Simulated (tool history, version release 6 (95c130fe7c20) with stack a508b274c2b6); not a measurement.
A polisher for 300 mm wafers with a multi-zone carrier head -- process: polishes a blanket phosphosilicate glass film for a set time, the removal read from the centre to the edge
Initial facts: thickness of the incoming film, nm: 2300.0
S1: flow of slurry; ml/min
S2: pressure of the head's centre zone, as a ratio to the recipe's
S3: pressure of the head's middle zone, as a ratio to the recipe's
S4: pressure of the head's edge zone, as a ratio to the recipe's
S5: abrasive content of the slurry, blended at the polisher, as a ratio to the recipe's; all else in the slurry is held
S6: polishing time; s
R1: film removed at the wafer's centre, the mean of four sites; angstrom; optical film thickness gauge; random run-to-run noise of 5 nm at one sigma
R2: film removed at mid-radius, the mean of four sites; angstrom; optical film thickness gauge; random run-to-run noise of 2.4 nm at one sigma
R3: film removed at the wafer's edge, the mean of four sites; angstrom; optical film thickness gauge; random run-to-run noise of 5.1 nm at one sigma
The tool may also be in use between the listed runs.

Run 1, hour 0.0: S1 155 ml/min, S2 1.00, S3 1.00, S4 1.00, S5 1.00, S6 84 s. Result: R1 4609.6 angstrom, R2 4729.0 angstrom, R3 4794.2 angstrom.
Run 2, hour 5.5: S1 150 ml/min, S2 0.99, S3 0.99, S4 0.99, S5 1.00, S6 84 s. Result: R1 4585.8 angstrom, R2 4678.5 angstrom, R3 4743.5 angstrom.
Run 3, hour 12.0: S1 150 ml/min, S2 0.99, S3 0.94, S4 0.99, S5 1.00, S6 84 s. Result: R1 4714.1 angstrom, R2 4536.3 angstrom, R3 4761.3 angstrom.
Run 4, hour 17.8: S1 150 ml/min, S2 0.99, S3 0.94, S4 0.99, S5 1.00, S6 68 s. Result: R1 3690.4 angstrom, R2 3619.0 angstrom, R3 3797.3 angstrom.
Run 5, hour 26.7: S1 150 ml/min, S2 0.92, S3 0.94, S4 0.99, S5 1.00, S6 68 s. Result: R1 3440.1 angstrom, R2 3597.3 angstrom, R3 3871.1 angstrom.
Run 6, hour 35.1: S1 150 ml/min, S2 0.92, S3 0.94, S4 0.99, S5 1.00, S6 84 s. Result: R1 4297.5 angstrom, R2 4480.7 angstrom, R3 4820.2 angstrom.
Run 7, hour 39.2: S1 145 ml/min, S2 0.91, S3 0.94, S4 0.98, S5 0.95, S6 84 s. Result: R1 4210.6 angstrom, R2 4380.4 angstrom, R3 4655.4 angstrom.
Run 8, hour 45.1: S1 145 ml/min, S2 0.90, S3 0.94, S4 0.98, S5 0.90, S6 84 s. Result: R1 3990.1 angstrom, R2 4301.6 angstrom, R3 4514.3 angstrom.
Run 9, hour 46.8: S1 140 ml/min, S2 0.89, S3 0.93, S4 0.97, S5 0.90, S6 84 s. Result: R1 4017.7 angstrom, R2 4205.2 angstrom, R3 4471.4 angstrom.
Run 10, hour 50.7: S1 140 ml/min, S2 0.88, S3 0.93, S4 0.97, S5 0.90, S6 84 s. Result: R1 3848.7 angstrom, R2 4205.7 angstrom, R3 4576.6 angstrom.
Run 11, hour 51.4: S1 140 ml/min, S2 0.88, S3 0.93, S4 0.96, S5 0.90, S6 84 s. Result: R1 3871.8 angstrom, R2 4213.2 angstrom, R3 4442.8 angstrom.

Forecast run 12:
Run 12, hour 55.2: S1 135 ml/min, S2 0.88, S3 0.92, S4 0.95, S5 0.90, S6 84 s. Result: R1 ?, R2 ?, R3 ?.

R1: 3912.0 angstrom
R2: 4183.8 angstrom
R3: 4451.8 angstrom
